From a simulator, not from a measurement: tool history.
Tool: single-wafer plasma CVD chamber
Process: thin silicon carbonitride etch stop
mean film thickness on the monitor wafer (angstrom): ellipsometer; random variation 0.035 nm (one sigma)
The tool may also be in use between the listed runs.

run  hour  RF power (W)  deposition time (s)  mean film thickness on the monitor wafer (angstrom)
  1   0.0           270                 21.3                                               125.92
  2   4.7           270                 18.9                                               112.40
  3   5.3           270                 16.4                                                97.30
  4  10.8           280                 17.6                                               105.59
  5  16.1           280                 19.5                                               116.61
  6  20.3           280                 17.0                                               102.20
  7  27.3           290                 18.0                                               109.36
  8  36.0           300                 18.8                                               115.20

Forecast run 9:
  9  40.6           305                 19.5                                                    ?

Run 9 gave mean film thickness on the monitor wafer (angstrom) 120.54.
